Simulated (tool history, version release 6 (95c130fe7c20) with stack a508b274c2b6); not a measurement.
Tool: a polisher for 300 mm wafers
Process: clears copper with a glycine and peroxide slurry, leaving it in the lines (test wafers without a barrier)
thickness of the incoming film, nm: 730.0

run,day,flow of slurry (ml/min),pressure of the wafer on the pad (psi),speed of the pad under the wafer (cm/s),overpolish time after the end point (s),time until the end point was called (s),dishing of a wide line in a test structure (angstrom)
1,0.000,255,3.5,122,12,80.332,520.78
2,0.146,280,3.5,122,12,79.676,519.82
3,0.283,280,4.0,122,12,72.496,552.63
4,0.475,250,4.0,122,12,71.948,546.26
5,0.833,250,4.0,122,8,73.050,422.91
6,0.912,240,3.8,118,8,77.703,393.70
7,1.121,235,2.8,100,4,111.880,166.90
8,1.142,235,2.7,100,5,114.620,205.39
9,1.304,235,2.6,100,5,113.870,193.78

The next listed run, before its measurement:
10,1.608,230,2.1,92,9,?,?

Run 10 gave time until the end point was called (s) 142.810, dishing of a wide line in a test structure (angstrom) 273.40.
